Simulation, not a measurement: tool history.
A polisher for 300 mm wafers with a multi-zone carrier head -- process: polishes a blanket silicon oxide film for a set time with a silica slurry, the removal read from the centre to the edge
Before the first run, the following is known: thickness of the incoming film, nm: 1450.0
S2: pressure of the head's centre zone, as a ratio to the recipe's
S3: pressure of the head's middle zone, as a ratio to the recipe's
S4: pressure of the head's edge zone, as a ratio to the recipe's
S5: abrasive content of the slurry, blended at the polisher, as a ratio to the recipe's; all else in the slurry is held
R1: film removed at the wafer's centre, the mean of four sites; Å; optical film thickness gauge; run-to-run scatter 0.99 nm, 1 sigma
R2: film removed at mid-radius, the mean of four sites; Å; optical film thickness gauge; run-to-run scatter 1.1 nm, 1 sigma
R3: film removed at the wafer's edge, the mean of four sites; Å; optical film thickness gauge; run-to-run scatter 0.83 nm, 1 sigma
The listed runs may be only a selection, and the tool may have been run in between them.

{"run": 1, "day": 0.0, "flow of slurry (ml/min)": 300, "S2": 1.0, "S3": 1.0, "S4": 1.0, "S5": 1.0, "polishing time (s)": 53, "R1": 1299.8, "R2": 1293.3, "R3": 1285.4}
{"run": 2, "day": 0.212, "flow of slurry (ml/min)": 300, "S2": 1.0, "S3": 0.97, "S4": 1.0, "S5": 1.0, "polishing time (s)": 53, "R1": 1258.1, "R2": 1263.2, "R3": 1284.2}
{"run": 3, "day": 0.371, "flow of slurry (ml/min)": 300, "S2": 1.0, "S3": 0.97, "S4": 1.0, "S5": 1.0, "polishing time (s)": 42, "R1": 1040.6, "R2": 1023.7, "R3": 1018.9}
{"run": 4, "day": 0.504, "flow of slurry (ml/min)": 300, "S2": 1.0, "S3": 0.97, "S4": 1.07, "S5": 1.0, "polishing time (s)": 42, "R1": 1014.7, "R2": 1024.5, "R3": 1067.1}
{"run": 5, "day": 0.617, "flow of slurry (ml/min)": 300, "S2": 1.0, "S3": 0.97, "S4": 1.07, "S5": 0.9, "polishing time (s)": 42, "R1": 941.9, "R2": 953.71, "R3": 1008.4}
{"run": 6, "day": 0.862, "flow of slurry (ml/min)": 300, "S2": 1.0, "S3": 1.05, "S4": 1.07, "S5": 0.9, "polishing time (s)": 42, "R1": 984.3, "R2": 1042.9, "R3": 985.54}
{"run": 7, "day": 0.888, "flow of slurry (ml/min)": 300, "S2": 1.0, "S3": 1.06, "S4": 1.05, "S5": 0.85, "polishing time (s)": 42, "R1": 937.26, "R2": 1000.6, "R3": 935.76}
{"run": 8, "day": 1.142, "flow of slurry (ml/min)": 300, "S2": 1.0, "S3": 1.07, "S4": 1.02, "S5": 0.8, "polishing time (s)": 42, "R1": 918.32, "R2": 961.38, "R3": 884.65}
{"run": 9, "day": 1.508, "flow of slurry (ml/min)": 300, "S2": 0.99, "S3": 1.08, "S4": 0.99, "S5": 0.8, "polishing time (s)": 42, "R1": 898.4, "R2": 974.74, "R3": 898.92}

Estimate the outcome of run 10 from the log above:
{"run": 10, "day": 1.55, "flow of slurry (ml/min)": 300, "S2": 1.0, "S3": 1.1, "S4": 0.98, "S5": 0.75, "polishing time (s)": 42, "R1": "?", "R2": "?", "R3": "?"}

{"run 10": {"R1": 839.48, "R2": 955.56, "R3": 824.01}}
